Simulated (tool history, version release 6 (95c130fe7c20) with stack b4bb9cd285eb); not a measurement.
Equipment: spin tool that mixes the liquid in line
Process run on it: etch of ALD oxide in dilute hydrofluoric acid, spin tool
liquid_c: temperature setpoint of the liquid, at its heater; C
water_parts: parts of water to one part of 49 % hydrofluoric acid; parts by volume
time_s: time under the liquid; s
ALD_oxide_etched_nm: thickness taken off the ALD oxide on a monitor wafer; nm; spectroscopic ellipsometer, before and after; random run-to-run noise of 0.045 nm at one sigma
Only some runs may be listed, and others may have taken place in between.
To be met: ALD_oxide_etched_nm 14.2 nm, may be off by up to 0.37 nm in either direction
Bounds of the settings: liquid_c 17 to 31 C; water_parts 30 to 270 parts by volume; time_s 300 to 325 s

run  hour  liquid_c  water_parts  time_s  ALD_oxide_etched_nm
  1     0        23          150     300               22.568
  2   6.9      21.5          155     300               20.575
  3    11      20.5          160     300                   19
  4  16.1        20          165     300               17.932
  5  22.2        20          165     325               19.336
  6  26.4      19.5          170     325               18.389
  7  28.8        19          175     325                17.53
  8  30.8      18.5          180     325                16.67
  9  39.6        18          185     325               15.757
 10  47.2      17.5          190     325               14.898
     54.9  -- thermometer replaced
 11  54.9        17          195     325               13.344
 12  59.3      17.5          195     325               13.669

Exactly one of the 5 candidate moves below puts every result within its allowed miss. Which one?
  A  63.7        17          180     300                    ?
  B  63.7        17          185     305                    ?
  C  63.7        17          200     315                    ?
  D  63.7      20.5          210     305                    ?
  E  63.7      20.5          200     310                    ?

move  ALD_oxide_etched_nm
   A               13.552
   B               13.343
   C               12.572
   D               13.165
   E               14.189
A: the biggest miss grows against the last run
B: the biggest miss grows against the last run
C: the biggest miss grows against the last run
D: the biggest miss grows against the last run
E: hits every target within its allowed miss
Go with E: it meets all targets.
